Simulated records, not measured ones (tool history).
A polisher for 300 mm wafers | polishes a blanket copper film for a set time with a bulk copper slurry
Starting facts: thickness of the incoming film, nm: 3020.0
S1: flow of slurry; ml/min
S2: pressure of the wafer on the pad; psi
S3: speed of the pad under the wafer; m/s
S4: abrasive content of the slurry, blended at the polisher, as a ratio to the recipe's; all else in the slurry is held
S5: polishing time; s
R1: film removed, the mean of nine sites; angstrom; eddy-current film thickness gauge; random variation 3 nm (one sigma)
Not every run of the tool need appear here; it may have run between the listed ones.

run  hour   S1   S2    S3    S4  S5      R1
  1   0.0  140  2.8  1.10  1.00  68  5923.0
  2   8.1  140  2.8  1.10  0.85  68  5802.6
  3  13.7  140  2.8  1.10  0.85  62  5242.5
  4  14.9  140  2.8  1.10  0.85  68  5719.2
     20.3  -- worn pad replaced by a new one
  5  20.3  140  2.8  1.22  0.85  68  7119.8
  6  22.6  170  2.8  1.22  0.85  68  7443.4
  7  31.3  150  2.5  1.22  0.85  68  6779.3
  8  36.1  135  2.1  1.20  0.85  68  5865.2

Forecast run 9:
  9  39.5  135  2.1  1.20  0.85  68   ?

R1: 5835.7 angstrom
